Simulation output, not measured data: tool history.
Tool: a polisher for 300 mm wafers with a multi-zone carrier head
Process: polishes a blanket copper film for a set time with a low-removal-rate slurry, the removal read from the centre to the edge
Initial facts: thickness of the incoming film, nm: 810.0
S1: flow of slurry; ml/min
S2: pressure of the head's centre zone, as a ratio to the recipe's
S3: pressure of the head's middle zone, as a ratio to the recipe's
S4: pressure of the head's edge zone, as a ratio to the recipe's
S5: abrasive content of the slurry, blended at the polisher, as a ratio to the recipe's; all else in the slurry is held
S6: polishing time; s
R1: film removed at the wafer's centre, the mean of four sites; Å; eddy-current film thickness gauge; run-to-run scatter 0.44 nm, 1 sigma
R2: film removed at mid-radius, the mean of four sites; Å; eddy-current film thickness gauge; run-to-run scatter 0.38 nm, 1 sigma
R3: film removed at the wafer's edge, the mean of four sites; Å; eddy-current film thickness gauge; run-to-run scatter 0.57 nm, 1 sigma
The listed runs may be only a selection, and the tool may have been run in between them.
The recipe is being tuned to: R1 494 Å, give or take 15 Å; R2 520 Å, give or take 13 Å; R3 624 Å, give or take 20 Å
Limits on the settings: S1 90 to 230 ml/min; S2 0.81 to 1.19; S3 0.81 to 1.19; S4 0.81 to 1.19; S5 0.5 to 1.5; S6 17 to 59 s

run 1 hour=0 | S1=150 S2=1 S3=1 S4=1 S5=1 S6=38 | R1=805.3 R2=815.03 R3=835.68
run 2 hour=0.7 | S1=135 S2=0.94 S3=0.94 S4=0.99 S5=0.85 S6=36 | R1=682.6 R2=699.75 R3=754.16
run 3 hour=3.3 | S1=135 S2=0.94 S3=0.89 S4=0.99 S5=0.85 S6=36 | R1=681.36 R2=669.53 R3=756.67
run 4 hour=6.5 | S1=125 S2=0.9 S3=0.87 S4=0.98 S5=0.75 S6=35 | R1=632.1 R2=614.86 R3=716.91
run 5 hour=7.3 | S1=115 S2=0.87 S3=0.88 S4=1 S5=0.7 S6=34 | R1=551.22 R2=581.96 R3=687.04
run 6 hour=11.7 | S1=115 S2=0.87 S3=0.95 S4=1 S5=0.7 S6=34 | R1=568.51 R2=630.73 R3=680.09
run 7 hour=17.2 | S1=110 S2=0.85 S3=0.92 S4=0.99 S5=0.65 S6=34 | R1=536.4 R2=593.72 R3=659.92
run 8 hour=21.7 | S1=105 S2=0.84 S3=0.89 S4=0.98 S5=0.6 S6=34 | R1=521.93 R2=570.67 R3=636.48
run 9 hour=30.3 | S1=90 S2=0.81 S3=0.81 S4=1.03 S5=0.55 S6=34 | R1=465.25 R2=485.48 R3=641.98
run 10 hour=33.2 | S1=125 S2=0.83 S3=0.84 S4=0.97 S5=0.5 S6=33 | R1=511.54 R2=535.43 R3=642.78
run 11 hour=35 | S1=120 S2=0.83 S3=0.84 S4=0.97 S5=0.5 S6=33 | R1=515.41 R2=533.5 R3=632.68

5 next moves are on the table. One of them brings every result within its allowed miss. Which?
run A hour=36.8 | S1=100 S2=0.88 S3=0.89 S4=0.93 S5=0.5 S6=34 | R1=? R2=? R3=?
run B hour=36.8 | S1=120 S2=0.9 S3=0.83 S4=0.96 S5=0.6 S6=33 | R1=? R2=? R3=?
run C hour=36.8 | S1=120 S2=0.91 S3=0.84 S4=1.05 S5=0.55 S6=32 | R1=? R2=? R3=?
run D hour=36.8 | S1=125 S2=0.86 S3=0.83 S4=0.94 S5=0.65 S6=32 | R1=? R2=? R3=?
run E hour=36.8 | S1=100 S2=0.81 S3=0.81 S4=0.9 S5=0.5 S6=35 | R1=? R2=? R3=?

move=A R1=526.78 R2=542.54 R3=620.36
move=B R1=565.97 R2=534.58 R3=646.24
move=C R1=550.02 R2=519.06 R3=648.93
move=D R1=536.63 R2=528.41 R3=630.26
move=E R1=501.3 R2=517.13 R3=629.69
A: further off than the last run
B: further off than the last run
C: further off than the last run
D: further off than the last run
E: every result lands within tolerance
E meets every target.

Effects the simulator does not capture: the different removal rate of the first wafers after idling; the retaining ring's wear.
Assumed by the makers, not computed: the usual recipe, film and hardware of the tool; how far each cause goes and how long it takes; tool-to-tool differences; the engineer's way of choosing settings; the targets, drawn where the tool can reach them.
